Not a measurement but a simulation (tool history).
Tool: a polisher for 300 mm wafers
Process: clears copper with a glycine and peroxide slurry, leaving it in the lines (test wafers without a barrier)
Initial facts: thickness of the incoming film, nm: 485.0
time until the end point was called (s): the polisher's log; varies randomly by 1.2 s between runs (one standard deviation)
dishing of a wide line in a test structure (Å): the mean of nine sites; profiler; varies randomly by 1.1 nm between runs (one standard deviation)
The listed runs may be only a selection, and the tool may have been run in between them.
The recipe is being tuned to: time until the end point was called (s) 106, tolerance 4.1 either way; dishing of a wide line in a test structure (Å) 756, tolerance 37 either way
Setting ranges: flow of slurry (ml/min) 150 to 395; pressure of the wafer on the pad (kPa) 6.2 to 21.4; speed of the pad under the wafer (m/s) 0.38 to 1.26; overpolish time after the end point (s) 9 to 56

run,hour,flow of slurry (ml/min),pressure of the wafer on the pad (kPa),speed of the pad under the wafer (m/s),overpolish time after the end point (s),time until the end point was called (s),dishing of a wide line in a test structure (Å)
1,0,250,13.8,0.82,29,148.11,557.1
2,5.4,225,13.8,0.82,29,149.4,553.62
3,11.9,225,17.2,0.82,29,124.49,606.57
4,19.6,225,13.8,0.82,29,149.9,561.2
5,25.5,225,12.4,0.82,29,160.91,517.21
6,31.8,225,12.4,0.82,39,161.85,636.02
7,32.5,230,14.5,0.84,38,139.74,649.63
8,33,240,18.6,0.86,41,113.01,759.67
9,37.9,240,18.6,0.86,40,113.94,754.74
10,43.6,240,19.3,0.86,39,110.38,735.21

Exercise: of the 5 proposed moves below, exactly one satisfies all targets within the stated allowed misses. Which move is it?
A,49.3,290,17.9,0.94,42,?,?
B,49.3,170,18.6,0.86,37,?,?
C,49.3,195,17.9,0.92,39,?,?
D,49.3,250,20,0.8,45,?,?
E,49.3,300,18.6,0.8,40,?,?

move,time until the end point was called (s),dishing of a wide line in a test structure (Å)
A,108.48,752.38
B,119.92,692.02
C,115.01,716.54
D,114.91,767.97
E,119.39,723.46
A: all results in spec
B: lands further from the targets than the last run did
C: lands further from the targets than the last run did
D: lands further from the targets than the last run did
E: lands further from the targets than the last run did
Correct choice: A, which meets every target
